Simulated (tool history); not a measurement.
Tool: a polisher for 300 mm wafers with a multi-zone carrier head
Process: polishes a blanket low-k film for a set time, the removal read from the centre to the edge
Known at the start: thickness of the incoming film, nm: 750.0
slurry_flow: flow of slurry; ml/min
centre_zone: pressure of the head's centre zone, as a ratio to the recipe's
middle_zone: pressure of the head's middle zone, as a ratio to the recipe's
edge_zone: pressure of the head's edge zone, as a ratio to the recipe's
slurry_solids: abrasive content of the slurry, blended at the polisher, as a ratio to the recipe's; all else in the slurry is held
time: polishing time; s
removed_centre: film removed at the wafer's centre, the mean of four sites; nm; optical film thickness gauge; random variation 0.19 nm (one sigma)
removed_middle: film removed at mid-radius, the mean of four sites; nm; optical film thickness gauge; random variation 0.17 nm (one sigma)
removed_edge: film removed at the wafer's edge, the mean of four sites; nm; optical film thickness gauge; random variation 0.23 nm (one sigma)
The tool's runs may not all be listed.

{"run": 1, "hour": 0.0, "slurry_flow": 235, "centre_zone": 1.0, "middle_zone": 1.0, "edge_zone": 1.0, "slurry_solids": 1.0, "time": 66, "removed_centre": 21.515, "removed_middle": 20.754, "removed_edge": 21.804}
{"run": 2, "hour": 1.2, "slurry_flow": 230, "centre_zone": 0.97, "middle_zone": 1.01, "edge_zone": 0.99, "slurry_solids": 1.0, "time": 66, "removed_centre": 21.328, "removed_middle": 20.92, "removed_edge": 21.921}
{"run": 3, "hour": 9.7, "slurry_flow": 260, "centre_zone": 0.97, "middle_zone": 1.01, "edge_zone": 0.99, "slurry_solids": 1.0, "time": 66, "removed_centre": 21.343, "removed_middle": 21.107, "removed_edge": 21.926}
{"run": 4, "hour": 15.7, "slurry_flow": 260, "centre_zone": 0.94, "middle_zone": 1.03, "edge_zone": 0.99, "slurry_solids": 0.95, "time": 66, "removed_centre": 20.213, "removed_middle": 21.557, "removed_edge": 22.045}
{"run": 5, "hour": 22.3, "slurry_flow": 260, "centre_zone": 0.94, "middle_zone": 1.11, "edge_zone": 0.99, "slurry_solids": 0.95, "time": 66, "removed_centre": 20.347, "removed_middle": 22.635, "removed_edge": 21.696}
{"run": 6, "hour": 30.2, "slurry_flow": 260, "centre_zone": 0.94, "middle_zone": 1.16, "edge_zone": 0.99, "slurry_solids": 0.95, "time": 66, "removed_centre": 20.752, "removed_middle": 23.104, "removed_edge": 22.219}
{"run": 7, "hour": 34.7, "slurry_flow": 260, "centre_zone": 0.94, "middle_zone": 1.16, "edge_zone": 0.99, "slurry_solids": 0.95, "time": 66, "removed_centre": 20.597, "removed_middle": 23.189, "removed_edge": 21.49}

Forecast run 8:
{"run": 8, "hour": 41.3, "slurry_flow": 255, "centre_zone": 0.92, "middle_zone": 1.15, "edge_zone": 0.98, "slurry_solids": 0.9, "time": 66, "removed_centre": "?", "removed_middle": "?", "removed_edge": "?"}

removed_centre: 19.373 nm
removed_middle: 22.986 nm
removed_edge: 21.309 nm
